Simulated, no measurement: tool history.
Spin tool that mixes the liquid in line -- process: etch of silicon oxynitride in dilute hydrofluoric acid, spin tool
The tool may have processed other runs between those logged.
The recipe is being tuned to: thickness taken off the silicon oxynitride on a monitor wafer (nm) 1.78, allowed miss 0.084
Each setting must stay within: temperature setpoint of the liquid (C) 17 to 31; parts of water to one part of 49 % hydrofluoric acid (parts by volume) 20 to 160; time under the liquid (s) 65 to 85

run,day,temperature setpoint of the liquid (C),parts of water to one part of 49 % hydrofluoric acid (parts by volume),time under the liquid (s),thickness taken off the silicon oxynitride on a monitor wafer (nm)
1,0,23,90,85,1.3041
2,0.321,24,90,85,1.3755
3,0.625,24,110,85,1.0862
4,0.65,26.5,110,85,1.24
5,0.812,26.5,110,85,1.248
6,1.071,24.5,110,85,1.1504
7,1.183,25.5,105,85,1.2228
8,1.533,26.5,100,85,1.3765
9,1.704,27.5,100,85,1.4331
10,1.846,28,100,85,1.4718
11,1.9,28.5,100,85,1.4981
12,1.95,29,100,85,1.5816
13,2.271,29.5,100,85,1.578
14,2.588,30,100,85,1.5794

4 candidate next runs follow, results not yet known. Just one meets every target within its allowed miss. Identify it.
A,2.904,28.5,115,85,?
B,2.904,31,105,80,?
C,2.904,22,70,70,?
D,2.904,31,90,80,?

move,thickness taken off the silicon oxynitride on a monitor wafer (nm)
A,1.2946
B,1.507
C,1.3426
D,1.7862
A: the biggest miss grows against the last run
B: the biggest miss grows against the last run
C: the biggest miss grows against the last run
D: every result lands within tolerance
Correct choice: D, which meets every target

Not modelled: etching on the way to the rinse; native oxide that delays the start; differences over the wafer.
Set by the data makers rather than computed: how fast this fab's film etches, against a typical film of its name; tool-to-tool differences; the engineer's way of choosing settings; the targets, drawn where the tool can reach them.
